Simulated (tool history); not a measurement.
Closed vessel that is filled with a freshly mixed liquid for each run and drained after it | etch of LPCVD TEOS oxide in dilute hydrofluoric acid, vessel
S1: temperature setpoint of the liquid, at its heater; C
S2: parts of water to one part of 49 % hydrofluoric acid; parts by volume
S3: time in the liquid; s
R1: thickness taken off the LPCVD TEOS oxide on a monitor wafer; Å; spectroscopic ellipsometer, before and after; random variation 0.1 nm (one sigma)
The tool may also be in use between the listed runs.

{"run": 1, "hour": 0.0, "S1": 25.0, "S2": 190, "S3": 90, "R1": 184.35}
{"run": 2, "hour": 7.4, "S1": 24.0, "S2": 195, "S3": 90, "R1": 171.34}
{"run": 3, "hour": 14.1, "S1": 24.0, "S2": 150, "S3": 90, "R1": 239.03}
{"run": 4, "hour": 18.9, "S1": 23.0, "S2": 160, "S3": 90, "R1": 209.29}
{"run": 5, "hour": 20.8, "S1": 23.0, "S2": 160, "S3": 90, "R1": 209.2}
{"run": 6, "hour": 27.7, "S1": 23.0, "S2": 160, "S3": 90, "R1": 209.58}
{"run": 7, "hour": 34.9, "S1": 22.5, "S2": 165, "S3": 90, "R1": 200.84}
{"run": 8, "hour": 37.9, "S1": 22.0, "S2": 170, "S3": 90, "R1": 191.63}
{"run": 9, "hour": 46.7, "S1": 21.5, "S2": 175, "S3": 90, "R1": 182.08}
{"run": 10, "hour": 52.5, "S1": 21.0, "S2": 180, "S3": 90, "R1": 170.96}
{"run": 11, "hour": 56.3, "S1": 20.5, "S2": 185, "S3": 90, "R1": 160.64}

Forecast run 12:
{"run": 12, "hour": 58.5, "S1": 20.0, "S2": 190, "S3": 90, "R1": "?"}

Run 12 gave R1 154.85 Å.
